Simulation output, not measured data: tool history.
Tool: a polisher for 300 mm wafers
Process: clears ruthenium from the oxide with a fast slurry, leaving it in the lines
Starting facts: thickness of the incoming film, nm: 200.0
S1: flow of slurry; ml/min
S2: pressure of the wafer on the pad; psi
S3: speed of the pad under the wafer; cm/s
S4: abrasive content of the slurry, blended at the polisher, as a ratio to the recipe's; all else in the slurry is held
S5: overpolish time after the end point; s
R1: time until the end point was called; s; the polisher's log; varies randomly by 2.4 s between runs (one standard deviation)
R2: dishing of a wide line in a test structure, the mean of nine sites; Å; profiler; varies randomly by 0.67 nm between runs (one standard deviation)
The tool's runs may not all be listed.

run,hour,S1,S2,S3,S4,S5,R1,R2
1,0.0,210,2.4,102,1.0,19,57.035,569.21
2,7.5,210,2.1,90,1.0,21,74.833,497.26
3,8.9,210,2.1,72,1.0,21,93.864,419.41
4,11.2,170,2.1,72,1.0,21,96.356,419.77
5,19.1,170,1.9,70,1.0,22,108.680,380.24
6,26.2,170,1.7,68,1.0,23,120.280,351.41
7,30.6,170,1.6,66,1.0,24,134.420,325.72
8,34.3,170,1.5,66,1.0,25,146.350,327.61

Forecast run 9:
9,36.5,170,1.4,66,1.0,26,?,?

{"run 9": {"R1": 154.84, "R2": 310.37}}

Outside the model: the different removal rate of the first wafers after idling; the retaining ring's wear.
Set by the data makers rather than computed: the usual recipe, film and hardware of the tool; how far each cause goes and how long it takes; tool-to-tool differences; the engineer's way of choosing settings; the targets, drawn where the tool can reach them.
